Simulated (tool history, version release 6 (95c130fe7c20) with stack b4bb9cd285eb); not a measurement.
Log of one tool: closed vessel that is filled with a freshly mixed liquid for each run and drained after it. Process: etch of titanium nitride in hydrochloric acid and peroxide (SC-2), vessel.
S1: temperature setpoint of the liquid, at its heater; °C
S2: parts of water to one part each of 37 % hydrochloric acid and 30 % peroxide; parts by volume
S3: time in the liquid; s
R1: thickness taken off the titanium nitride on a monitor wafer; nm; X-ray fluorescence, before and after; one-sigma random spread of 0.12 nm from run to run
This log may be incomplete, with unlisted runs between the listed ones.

run	hour	S1	S2	S3	R1
1	0.0	52.0	11.5	425	10.589
2	1.2	52.0	9.5	425	12.574
3	3.9	52.0	9.5	450	13.185
4	6.3	52.5	9.5	450	13.833
5	11.1	46.5	9.5	450	9.164
6	20.3	46.5	7.5	450	11.163

What does the tool deliver on the next run?
# hour 23.3: thermometer replaced
7	23.3	47.5	7.5	450	?

Run 7 yielded R1 10.850 nm.

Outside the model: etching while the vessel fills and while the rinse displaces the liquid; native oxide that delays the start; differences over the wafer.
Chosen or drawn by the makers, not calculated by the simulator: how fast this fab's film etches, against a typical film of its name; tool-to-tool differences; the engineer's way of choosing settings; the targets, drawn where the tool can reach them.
